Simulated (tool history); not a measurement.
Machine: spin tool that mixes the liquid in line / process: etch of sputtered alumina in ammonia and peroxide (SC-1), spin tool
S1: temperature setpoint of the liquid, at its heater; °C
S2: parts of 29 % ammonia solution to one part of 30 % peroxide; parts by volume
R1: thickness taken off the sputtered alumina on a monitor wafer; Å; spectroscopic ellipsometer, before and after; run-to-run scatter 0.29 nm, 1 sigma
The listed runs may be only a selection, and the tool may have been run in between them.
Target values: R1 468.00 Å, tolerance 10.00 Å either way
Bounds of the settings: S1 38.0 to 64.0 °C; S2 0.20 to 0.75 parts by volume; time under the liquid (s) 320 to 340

{"run": 1, "day": 0.0, "S1": 48.0, "S2": 0.45, "time under the liquid (s)": 320, "R1": 260.61}
{"run": 2, "day": 0.321, "S1": 41.0, "S2": 0.45, "time under the liquid (s)": 320, "R1": 174.99}
{"run": 3, "day": 0.571, "S1": 44.5, "S2": 0.45, "time under the liquid (s)": 320, "R1": 213.05}
{"run": 4, "day": 0.629, "S1": 38.0, "S2": 0.45, "time under the liquid (s)": 320, "R1": 144.12}
{"run": 5, "day": 0.688, "S1": 42.0, "S2": 0.45, "time under the liquid (s)": 320, "R1": 183.73}
{"run": 6, "day": 0.846, "S1": 47.0, "S2": 0.45, "time under the liquid (s)": 320, "R1": 242.8}
{"run": 7, "day": 1.05, "S1": 47.0, "S2": 0.45, "time under the liquid (s)": 320, "R1": 242.93}
{"run": 8, "day": 1.125, "S1": 55.0, "S2": 0.45, "time under the liquid (s)": 320, "R1": 379.58}

Which single option among these 4 for the next run brings every result within its allowed miss of target? Just one does.
{"run": "A", "day": 1.2, "S1": 58.5, "S2": 0.5, "time under the liquid (s)": 325, "R1": "?"}
{"run": "B", "day": 1.2, "S1": 58.5, "S2": 0.5, "time under the liquid (s)": 340, "R1": "?"}
{"run": "C", "day": 1.2, "S1": 59.5, "S2": 0.45, "time under the liquid (s)": 325, "R1": "?"}
{"run": "D", "day": 1.2, "S1": 59.0, "S2": 0.35, "time under the liquid (s)": 340, "R1": "?"}

move=A R1=466.56
move=B R1=488.09
move=C R1=486.44
move=D R1=484.26
A: all results land within tolerance of their targets
B: moves the result that the last run missed by most past its target, out the other side
C: moves the result that the last run missed by most past its target, out the other side
D: moves the result that the last run missed by most past its target, out the other side
The move that meets every target is A.

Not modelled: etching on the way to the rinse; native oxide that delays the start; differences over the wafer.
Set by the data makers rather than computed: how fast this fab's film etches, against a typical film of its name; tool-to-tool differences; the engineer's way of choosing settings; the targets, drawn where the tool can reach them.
